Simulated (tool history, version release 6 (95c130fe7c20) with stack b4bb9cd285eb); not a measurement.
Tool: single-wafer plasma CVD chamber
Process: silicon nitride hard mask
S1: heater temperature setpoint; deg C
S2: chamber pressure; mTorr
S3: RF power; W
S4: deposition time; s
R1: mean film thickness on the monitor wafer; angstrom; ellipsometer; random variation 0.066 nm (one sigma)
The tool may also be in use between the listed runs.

run,hour,S1,S2,S3,S4,R1
1,0,415,2040,280,26.4,310.01
2,4.8,415,1910,270,26.3,295.88
3,6.8,415,1790,260,26.2,281.37
4,14.3,415,1680,255,26.2,273.74
5,14.9,415,1610,255,26.2,270.6
6,18.4,415,1550,255,26.2,269
7,19,415,1500,255,26.2,265.97

The next listed run, before its measurement:
8,25.7,415,1460,255,26.2,?

{"run 8": {"R1": 266.16}}
